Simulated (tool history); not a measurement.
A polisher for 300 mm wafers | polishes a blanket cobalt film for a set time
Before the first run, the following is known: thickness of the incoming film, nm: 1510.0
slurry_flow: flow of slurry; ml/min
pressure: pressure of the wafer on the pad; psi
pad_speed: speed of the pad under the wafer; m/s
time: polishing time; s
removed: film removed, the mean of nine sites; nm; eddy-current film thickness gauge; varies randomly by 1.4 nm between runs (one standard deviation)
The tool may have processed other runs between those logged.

run	hour	slurry_flow	pressure	pad_speed	time	removed
1	0	245	2.3	1.26	31	226.44
2	2.8	245	2.2	1.26	31	217.53
3	10.7	245	2.1	1.26	31	207.34
4	17.3	245	1.8	1.26	31	178.74
5	26.2	245	1.8	1.46	31	205.47
6	28.3	245	1.8	1.26	31	180.21
7	28.8	250	1.8	1.26	31	180.94

Predict the results of run 8:
8	37.3	255	1.8	1.26	31	?

Run 8 came out at removed 180.35 nm.
